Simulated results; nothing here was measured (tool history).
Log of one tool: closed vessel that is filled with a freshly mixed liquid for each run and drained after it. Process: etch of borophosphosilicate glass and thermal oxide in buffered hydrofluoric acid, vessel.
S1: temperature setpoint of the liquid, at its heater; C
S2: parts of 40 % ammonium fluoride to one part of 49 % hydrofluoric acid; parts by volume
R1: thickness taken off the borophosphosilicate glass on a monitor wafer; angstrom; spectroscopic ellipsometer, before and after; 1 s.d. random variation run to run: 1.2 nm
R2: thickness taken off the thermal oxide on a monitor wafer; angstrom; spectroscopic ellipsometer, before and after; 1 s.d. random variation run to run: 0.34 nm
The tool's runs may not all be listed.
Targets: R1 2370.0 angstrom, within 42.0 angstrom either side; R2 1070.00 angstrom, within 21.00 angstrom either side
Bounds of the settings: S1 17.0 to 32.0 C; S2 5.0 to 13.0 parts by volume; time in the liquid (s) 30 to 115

run 1 hour=0.0 | S1=24.0 S2=8.0 time_in_the_liquid_(s)=60 | R1=1886.1 R2=845.86
run 2 hour=6.1 | S1=24.5 S2=8.0 time_in_the_liquid_(s)=60 | R1=1927.7 R2=870.31
run 3 hour=10.6 | S1=24.5 S2=7.0 time_in_the_liquid_(s)=60 | R1=2248.7 R2=1003.00
run 4 hour=11.7 | S1=24.5 S2=7.0 time_in_the_liquid_(s)=40 | R1=1499.7 R2=666.85
run 5 hour=13.3 | S1=25.5 S2=7.0 time_in_the_liquid_(s)=40 | R1=1582.1 R2=704.71
run 6 hour=16.2 | S1=26.5 S2=7.0 time_in_the_liquid_(s)=40 | R1=1657.9 R2=745.86
run 7 hour=24.5 | S1=27.5 S2=7.0 time_in_the_liquid_(s)=40 | R1=1750.9 R2=787.14
run 8 hour=27.9 | S1=28.0 S2=7.0 time_in_the_liquid_(s)=40 | R1=1798.4 R2=807.51
run 9 hour=35.8 | S1=28.5 S2=7.0 time_in_the_liquid_(s)=40 | R1=1859.6 R2=831.23
run 10 hour=41.9 | S1=29.0 S2=7.0 time_in_the_liquid_(s)=40 | R1=1895.3 R2=850.46

Consider the 4 candidate settings below. Which is the only one whose results all fall within their allowed miss of target?
run A hour=48.0 | S1=29.0 S2=6.5 time_in_the_liquid_(s)=45 | R1=? R2=?
run B hour=48.0 | S1=32.0 S2=10.0 time_in_the_liquid_(s)=65 | R1=? R2=?
run C hour=48.0 | S1=29.0 S2=8.0 time_in_the_liquid_(s)=55 | R1=? R2=?
run D hour=48.0 | S1=30.0 S2=9.5 time_in_the_liquid_(s)=65 | R1=? R2=?

move=A R1=2275.4 R2=1026.50
move=B R1=2556.4 R2=1160.20
move=C R1=2252.1 R2=1018.70
move=D R1=2382.0 R2=1079.70
A: an improvement on the last run, though not all results are within tolerance
B: takes the result that was furthest off past its target
C: an improvement on the last run, though not all results are within tolerance
D: every result lands within tolerance
The right move is D.
